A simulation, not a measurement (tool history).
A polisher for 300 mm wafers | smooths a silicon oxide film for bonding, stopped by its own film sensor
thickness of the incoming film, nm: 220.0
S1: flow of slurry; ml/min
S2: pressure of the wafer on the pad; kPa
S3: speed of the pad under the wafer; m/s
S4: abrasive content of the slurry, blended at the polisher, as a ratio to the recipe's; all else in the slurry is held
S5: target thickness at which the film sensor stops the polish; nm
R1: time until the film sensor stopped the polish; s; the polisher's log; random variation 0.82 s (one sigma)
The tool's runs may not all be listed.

{"run": 1, "hour": 0.0, "S1": 275, "S2": 13.8, "S3": 0.76, "S4": 1, "S5": 192, "R1": 42.587}
{"run": 2, "hour": 1.2, "S1": 275, "S2": 16.5, "S3": 0.76, "S4": 1, "S5": 192, "R1": 36.254}
{"run": 3, "hour": 6.2, "S1": 275, "S2": 14.5, "S3": 0.76, "S4": 1, "S5": 192, "R1": 41.249}
{"run": 4, "hour": 10.0, "S1": 275, "S2": 13.1, "S3": 0.74, "S4": 1, "S5": 192, "R1": 45.193}
{"run": 5, "hour": 18.9, "S1": 275, "S2": 13.1, "S3": 0.74, "S4": 1.15, "S5": 192, "R1": 43.793}
{"run": 6, "hour": 25.0, "S1": 275, "S2": 12.4, "S3": 0.74, "S4": 1.15, "S5": 192, "R1": 47.045}

Run 7 comes next. What will it give?
{"hour": 26.8, "done": "slurry nozzle cleaned"}
{"run": 7, "hour": 26.8, "S1": 275, "S2": 11.7, "S3": 0.74, "S4": 1.15, "S5": 192, "R1": "?"}

Run 7 gave R1 47.627 s.
